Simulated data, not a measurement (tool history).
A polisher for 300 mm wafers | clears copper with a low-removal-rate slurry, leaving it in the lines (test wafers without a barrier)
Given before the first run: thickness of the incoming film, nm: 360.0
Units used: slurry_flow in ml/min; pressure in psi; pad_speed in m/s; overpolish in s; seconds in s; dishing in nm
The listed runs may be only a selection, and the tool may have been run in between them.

{"run": 1, "hour": 0.0, "slurry_flow": 305, "pressure": 2.1, "pad_speed": 1.26, "slurry_solids": 1.0, "overpolish": 23, "seconds": 141.39, "dishing": 33.364}
{"run": 2, "hour": 3.6, "slurry_flow": 305, "pressure": 2.1, "pad_speed": 1.5, "slurry_solids": 1.0, "overpolish": 23, "seconds": 114.86, "dishing": 38.064}
{"run": 3, "hour": 10.9, "slurry_flow": 305, "pressure": 2.1, "pad_speed": 1.5, "slurry_solids": 0.9, "overpolish": 23, "seconds": 118.76, "dishing": 36.767}
{"run": 4, "hour": 17.3, "slurry_flow": 260, "pressure": 2.1, "pad_speed": 1.5, "slurry_solids": 0.9, "overpolish": 23, "seconds": 121.09, "dishing": 36.347}
{"run": 5, "hour": 21.2, "slurry_flow": 260, "pressure": 2.1, "pad_speed": 1.5, "slurry_solids": 0.9, "overpolish": 13, "seconds": 121.46, "dishing": 23.065}
{"run": 6, "hour": 26.1, "slurry_flow": 275, "pressure": 1.8, "pad_speed": 1.44, "slurry_solids": 1.0, "overpolish": 18, "seconds": 145.39, "dishing": 26.006}
{"run": 7, "hour": 30.3, "slurry_flow": 285, "pressure": 1.6, "pad_speed": 1.42, "slurry_solids": 1.05, "overpolish": 21, "seconds": 158.8, "dishing": 26.325}
{"run": 8, "hour": 35.8, "slurry_flow": 290, "pressure": 1.5, "pad_speed": 1.38, "slurry_solids": 1.1, "overpolish": 24, "seconds": 169.29, "dishing": 28.421}

What will run 9 give?
{"run": 9, "hour": 40.1, "slurry_flow": 290, "pressure": 1.4, "pad_speed": 1.36, "slurry_solids": 1.1, "overpolish": 26, "seconds": "?", "dishing": "?"}

{"run 9": {"seconds": 187.33, "dishing": 28.136}}
